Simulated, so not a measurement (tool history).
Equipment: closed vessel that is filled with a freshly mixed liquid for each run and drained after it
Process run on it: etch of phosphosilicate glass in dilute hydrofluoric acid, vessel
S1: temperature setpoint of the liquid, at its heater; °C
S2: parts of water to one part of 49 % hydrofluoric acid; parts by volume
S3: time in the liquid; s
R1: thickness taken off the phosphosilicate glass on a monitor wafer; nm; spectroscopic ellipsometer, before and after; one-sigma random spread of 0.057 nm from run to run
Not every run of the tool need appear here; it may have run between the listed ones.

run  hour    S1   S2  S3      R1
  1     0    22  285  30  14.301
  2   8.6    21  300  30  12.892
  3  16.5  22.5  300  30  13.628
  4  21.2  22.5  300  30   13.64
  5  24.3  21.5  315  30  12.427
  6  31.5  21.5  315  30   12.35
  7  34.6  20.5  325  30  11.352
  8  37.6  19.5  330  30  10.924

Run 9 is up next; what results do you expect?
  9  40.2  19  340  30   ?

{"run 9": {"R1": 10.379}}
